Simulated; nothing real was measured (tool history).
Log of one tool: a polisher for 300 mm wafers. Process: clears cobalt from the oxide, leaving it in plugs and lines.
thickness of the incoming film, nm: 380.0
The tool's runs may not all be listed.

| run | day | flow of slurry (ml/min) | pressure of the wafer on the pad (kPa) | speed of the pad under the wafer (cm/s) | overpolish time after the end point (s) | time until the end point was called (s) | dishing of a wide line in a test structure (angstrom) |
|---|---|---|---|---|---|---|---|
| 1 | 0.000 | 235 | 9.0 | 92 | 23 | 100.760 | 386.13 |
| 2 | 0.338 | 235 | 10.3 | 92 | 22 | 88.825 | 398.38 |
| 3 | 0.408 | 235 | 11.7 | 92 | 21 | 79.331 | 400.63 |
| 4 | 0.654 | 235 | 12.4 | 94 | 21 | 74.284 | 420.89 |
| 5 | 0.767 | 235 | 12.4 | 110 | 21 | 64.424 | 424.44 |
| 6 | 1.067 | 235 | 13.1 | 110 | 21 | 62.078 | 424.81 |
| 7 | 1.225 | 235 | 13.1 | 110 | 22 | 61.130 | 424.84 |

Forecast run 8:
| 8 | 1.367 | 235 | 13.1 | 110 | 23 | ? | ? |

time until the end point was called (s): 60.468
dishing of a wide line in a test structure (angstrom): 437.45
